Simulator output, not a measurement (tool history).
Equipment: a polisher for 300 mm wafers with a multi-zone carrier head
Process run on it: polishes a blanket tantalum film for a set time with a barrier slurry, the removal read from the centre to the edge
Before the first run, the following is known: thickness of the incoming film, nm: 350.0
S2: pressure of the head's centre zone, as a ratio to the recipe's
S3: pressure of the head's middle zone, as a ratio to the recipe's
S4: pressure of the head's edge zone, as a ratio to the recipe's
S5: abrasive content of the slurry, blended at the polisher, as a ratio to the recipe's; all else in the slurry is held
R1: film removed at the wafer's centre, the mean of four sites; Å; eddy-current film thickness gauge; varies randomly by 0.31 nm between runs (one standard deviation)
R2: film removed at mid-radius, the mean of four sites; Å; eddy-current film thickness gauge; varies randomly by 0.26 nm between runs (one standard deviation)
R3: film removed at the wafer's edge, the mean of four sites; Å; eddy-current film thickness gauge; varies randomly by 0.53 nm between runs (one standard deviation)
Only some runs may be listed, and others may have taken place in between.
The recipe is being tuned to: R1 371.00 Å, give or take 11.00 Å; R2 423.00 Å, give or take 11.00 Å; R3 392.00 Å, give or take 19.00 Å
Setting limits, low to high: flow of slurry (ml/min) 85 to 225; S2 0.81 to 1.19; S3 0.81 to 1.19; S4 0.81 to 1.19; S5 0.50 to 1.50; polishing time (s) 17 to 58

{"run": 1, "hour": 0.0, "flow of slurry (ml/min)": 145, "S2": 1.0, "S3": 1.0, "S4": 1.0, "S5": 1.0, "polishing time (s)": 37, "R1": 738.24, "R2": 746.48, "R3": 723.26}
{"run": 2, "hour": 5.8, "flow of slurry (ml/min)": 140, "S2": 0.99, "S3": 1.0, "S4": 0.98, "S5": 0.95, "polishing time (s)": 36, "R1": 692.28, "R2": 718.78, "R3": 679.86}
{"run": 3, "hour": 6.4, "flow of slurry (ml/min)": 135, "S2": 0.98, "S3": 0.99, "S4": 0.97, "S5": 0.9, "polishing time (s)": 35, "R1": 643.92, "R2": 677.02, "R3": 637.11}
{"run": 4, "hour": 12.8, "flow of slurry (ml/min)": 130, "S2": 0.97, "S3": 0.97, "S4": 0.96, "S5": 0.85, "polishing time (s)": 34, "R1": 590.18, "R2": 620.79, "R3": 604.98}
{"run": 5, "hour": 13.9, "flow of slurry (ml/min)": 130, "S2": 0.97, "S3": 0.9, "S4": 0.96, "S5": 0.85, "polishing time (s)": 34, "R1": 602.8, "R2": 598.05, "R3": 592.94}
{"run": 6, "hour": 16.7, "flow of slurry (ml/min)": 165, "S2": 0.97, "S3": 0.9, "S4": 0.96, "S5": 0.85, "polishing time (s)": 34, "R1": 631.3, "R2": 631.17, "R3": 630.73}
{"run": 7, "hour": 22.1, "flow of slurry (ml/min)": 125, "S2": 0.87, "S3": 0.89, "S4": 0.86, "S5": 0.6, "polishing time (s)": 25, "R1": 325.05, "R2": 357.69, "R3": 342.33}
{"run": 8, "hour": 24.3, "flow of slurry (ml/min)": 165, "S2": 0.86, "S3": 0.94, "S4": 0.91, "S5": 0.6, "polishing time (s)": 25, "R1": 345.83, "R2": 391.4, "R3": 370.63}
{"run": 9, "hour": 30.4, "flow of slurry (ml/min)": 205, "S2": 0.86, "S3": 0.98, "S4": 0.93, "S5": 0.6, "polishing time (s)": 25, "R1": 353.16, "R2": 415.48, "R3": 381.5}

Which single option among these 4 for the next run brings every result within its allowed miss of target? Just one does.
{"run": "A", "hour": 36.5, "flow of slurry (ml/min)": 225, "S2": 0.9, "S3": 1.16, "S4": 0.81, "S5": 0.5, "polishing time (s)": 28, "R1": "?", "R2": "?", "R3": "?"}
{"run": "B", "hour": 36.5, "flow of slurry (ml/min)": 215, "S2": 0.88, "S3": 0.98, "S4": 0.95, "S5": 0.6, "polishing time (s)": 25, "R1": "?", "R2": "?", "R3": "?"}
{"run": "C", "hour": 36.5, "flow of slurry (ml/min)": 210, "S2": 0.99, "S3": 1.17, "S4": 0.81, "S5": 0.5, "polishing time (s)": 28, "R1": "?", "R2": "?", "R3": "?"}
{"run": "D", "hour": 36.5, "flow of slurry (ml/min)": 220, "S2": 0.92, "S3": 1.19, "S4": 0.83, "S5": 0.7, "polishing time (s)": 22, "R1": "?", "R2": "?", "R3": "?"}

move=A R1=365.36 R2=454.06 R3=357.55
move=B R1=365.09 R2=417.96 R3=394.81
move=C R1=398.03 R2=452.12 R3=355.02
move=D R1=371.39 R2=459.06 R3=359.53
A: gets the furthest-off result to its target, but another result is out of tolerance
B: in spec on every target
C: pushes the last run's worst result past its target
D: gets the furthest-off result to its target, but another result is out of tolerance
The move that meets every target is B.

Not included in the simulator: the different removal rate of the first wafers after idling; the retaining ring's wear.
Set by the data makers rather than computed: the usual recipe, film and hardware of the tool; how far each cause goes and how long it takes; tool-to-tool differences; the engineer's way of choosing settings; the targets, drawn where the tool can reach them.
